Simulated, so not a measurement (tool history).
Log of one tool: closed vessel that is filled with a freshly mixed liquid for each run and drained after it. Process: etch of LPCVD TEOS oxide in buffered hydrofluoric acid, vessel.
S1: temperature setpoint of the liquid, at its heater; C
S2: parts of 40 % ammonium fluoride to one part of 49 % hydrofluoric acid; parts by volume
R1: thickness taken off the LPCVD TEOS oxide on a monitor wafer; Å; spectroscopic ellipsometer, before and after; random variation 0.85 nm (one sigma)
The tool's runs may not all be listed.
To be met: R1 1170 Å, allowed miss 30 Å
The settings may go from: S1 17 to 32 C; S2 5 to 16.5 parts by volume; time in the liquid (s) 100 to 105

Run 1, day 0: S1 24 C, S2 10 parts by volume, time in the liquid (s) 100. Result: R1 2152.8 Å.
Run 2, day 0.208: S1 23 C, S2 10.5 parts by volume, time in the liquid (s) 100. Result: R1 1969.9 Å.
Run 3, day 0.421: S1 23 C, S2 12.5 parts by volume, time in the liquid (s) 100. Result: R1 1683.3 Å.
Run 4, day 0.742: S1 23 C, S2 15 parts by volume, time in the liquid (s) 100. Result: R1 1389.4 Å.
Run 5, day 0.892: S1 22.5 C, S2 15 parts by volume, time in the liquid (s) 100. Result: R1 1351.4 Å.
Run 6, day 1.129: S1 22 C, S2 15 parts by volume, time in the liquid (s) 100. Result: R1 1311.3 Å.
Run 7, day 1.192: S1 22 C, S2 15 parts by volume, time in the liquid (s) 100. Result: R1 1296.5 Å.
Run 8, day 1.3: S1 21.5 C, S2 15 parts by volume, time in the liquid (s) 100. Result: R1 1261.7 Å.
Run 9, day 1.517: S1 21 C, S2 15 parts by volume, time in the liquid (s) 100. Result: R1 1250.9 Å.

Which of these 4 next moves meets every target?
Run A, day 1.733: S1 21.5 C, S2 16 parts by volume, time in the liquid (s) 105. Result: R1 ?.
Run B, day 1.733: S1 18 C, S2 15 parts by volume, time in the liquid (s) 105. Result: R1 ?.
Run C, day 1.733: S1 20.5 C, S2 15.5 parts by volume, time in the liquid (s) 105. Result: R1 ?.
Run D, day 1.733: S1 20.5 C, S2 15.5 parts by volume, time in the liquid (s) 100. Result: R1 ?.

move      R1
   A  1279.6
   B  1120.2
   C  1248.7
   D  1189.2
A: further off than the last run
B: takes the result that was furthest off past its target
C: as far off as the last run
D: meets every target
Move D is the one to make.
